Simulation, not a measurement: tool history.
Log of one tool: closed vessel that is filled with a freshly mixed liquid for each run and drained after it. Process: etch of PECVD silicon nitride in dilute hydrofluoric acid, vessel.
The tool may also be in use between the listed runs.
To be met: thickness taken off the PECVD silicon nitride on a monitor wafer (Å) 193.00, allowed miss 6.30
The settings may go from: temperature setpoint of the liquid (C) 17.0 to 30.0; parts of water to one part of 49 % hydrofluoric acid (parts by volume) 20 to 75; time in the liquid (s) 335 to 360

run,hour,temperature setpoint of the liquid (C),parts of water to one part of 49 % hydrofluoric acid (parts by volume),time in the liquid (s),thickness taken off the PECVD silicon nitride on a monitor wafer (Å)
1,0.0,22.0,45,335,267.83
2,7.0,20.5,45,335,242.41
3,15.9,19.5,45,335,227.79
4,21.9,23.0,45,335,288.63
5,24.8,23.0,50,335,255.10
6,26.3,21.5,50,335,235.29
7,35.4,17.5,50,335,175.26
8,37.4,18.0,50,335,185.00

5 next moves are on the table. One of them brings every result within its allowed miss. Which?
A,39.4,17.0,40,335,?
B,39.4,17.5,45,360,?
C,39.4,17.0,45,360,?
D,39.4,19.0,50,350,?
E,39.4,18.5,50,335,?

move,thickness taken off the PECVD silicon nitride on a monitor wafer (Å)
A,211.10
B,209.60
C,202.39
D,204.13
E,188.75
A: takes the result that was furthest off past its target
B: takes the result that was furthest off past its target
C: takes the result that was furthest off past its target
D: takes the result that was furthest off past its target
E: meets every target
Answer: E

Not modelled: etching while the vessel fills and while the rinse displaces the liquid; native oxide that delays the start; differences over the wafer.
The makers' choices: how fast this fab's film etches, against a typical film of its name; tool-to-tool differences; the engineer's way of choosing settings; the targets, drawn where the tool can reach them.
